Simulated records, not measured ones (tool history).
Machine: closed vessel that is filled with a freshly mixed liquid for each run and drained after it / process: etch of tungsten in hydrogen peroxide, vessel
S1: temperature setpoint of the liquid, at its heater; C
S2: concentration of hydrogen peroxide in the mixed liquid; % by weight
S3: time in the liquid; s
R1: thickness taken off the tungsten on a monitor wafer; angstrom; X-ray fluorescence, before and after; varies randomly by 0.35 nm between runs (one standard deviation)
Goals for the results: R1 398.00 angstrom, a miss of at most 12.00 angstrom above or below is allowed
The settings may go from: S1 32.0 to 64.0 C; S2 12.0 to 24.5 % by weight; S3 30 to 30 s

{"run": 1, "day": 0.0, "S1": 48.0, "S2": 16.5, "S3": 30, "R1": 731.68}
{"run": 2, "day": 0.354, "S1": 48.0, "S2": 16.5, "S3": 30, "R1": 736.42}
{"run": 3, "day": 0.404, "S1": 45.0, "S2": 16.5, "S3": 30, "R1": 613.11}
{"run": 4, "day": 0.446, "S1": 45.0, "S2": 18.5, "S3": 30, "R1": 636.43}
{"run": 5, "day": 0.775, "S1": 42.0, "S2": 18.5, "S3": 30, "R1": 531.6}
{"run": 6, "day": 1.021, "S1": 42.0, "S2": 18.5, "S3": 30, "R1": 536.45}
{"run": 7, "day": 1.112, "S1": 40.5, "S2": 18.5, "S3": 30, "R1": 483.18}
{"run": 8, "day": 1.446, "S1": 39.5, "S2": 18.5, "S3": 30, "R1": 459.48}
{"run": 9, "day": 1.558, "S1": 39.0, "S2": 18.5, "S3": 30, "R1": 441.97}
{"run": 10, "day": 1.842, "S1": 38.5, "S2": 18.5, "S3": 30, "R1": 422.77}
{"run": 11, "day": 2.171, "S1": 38.0, "S2": 18.5, "S3": 30, "R1": 413.46}

Of the 5 settings listed for the next run, only one would bring every result within its allowed miss of target. Which one?
{"run": "A", "day": 2.5, "S1": 40.5, "S2": 14.0, "S3": 30, "R1": "?"}
{"run": "B", "day": 2.5, "S1": 38.0, "S2": 17.5, "S3": 30, "R1": "?"}
{"run": "C", "day": 2.5, "S1": 36.5, "S2": 19.0, "S3": 30, "R1": "?"}
{"run": "D", "day": 2.5, "S1": 39.0, "S2": 18.0, "S3": 30, "R1": "?"}
{"run": "E", "day": 2.5, "S1": 38.0, "S2": 20.5, "S3": 30, "R1": "?"}

move=A R1=424.13
move=B R1=402.66
move=C R1=379.88
move=D R1=436.11
move=E R1=435.81
A: misses by more than the last run did
B: every result lands within tolerance
C: takes the result that was furthest off past its target
D: misses by more than the last run did
E: misses by more than the last run did
The right move is B.

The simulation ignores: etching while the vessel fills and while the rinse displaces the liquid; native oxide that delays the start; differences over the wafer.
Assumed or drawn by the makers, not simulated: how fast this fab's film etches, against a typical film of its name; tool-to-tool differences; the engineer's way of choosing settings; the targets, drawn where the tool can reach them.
